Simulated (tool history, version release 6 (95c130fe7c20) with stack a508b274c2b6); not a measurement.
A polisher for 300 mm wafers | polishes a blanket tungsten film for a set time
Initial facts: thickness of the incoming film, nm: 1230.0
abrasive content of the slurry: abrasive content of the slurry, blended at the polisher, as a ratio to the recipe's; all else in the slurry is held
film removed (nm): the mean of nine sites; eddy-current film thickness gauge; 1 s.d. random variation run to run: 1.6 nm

run,hour,flow of slurry (ml/min),pressure of the wafer on the pad (psi),speed of the pad under the wafer (m/s),abrasive content of the slurry,polishing time (s),film removed (nm)
1,0.0,120,2.4,1.06,1.00,37,134.05
2,3.4,120,2.4,1.06,1.15,37,139.23
3,5.6,120,2.4,1.06,1.30,37,146.75
4,9.2,120,2.0,1.06,1.30,37,126.79
5,14.8,95,2.0,1.06,1.30,37,122.37
6,17.5,95,2.0,1.06,1.50,37,124.34
7,21.6,95,2.0,1.06,1.50,37,124.52

What does the tool deliver on the next run?
8,26.8,90,1.6,1.04,1.50,37,?

film removed (nm): 102.87

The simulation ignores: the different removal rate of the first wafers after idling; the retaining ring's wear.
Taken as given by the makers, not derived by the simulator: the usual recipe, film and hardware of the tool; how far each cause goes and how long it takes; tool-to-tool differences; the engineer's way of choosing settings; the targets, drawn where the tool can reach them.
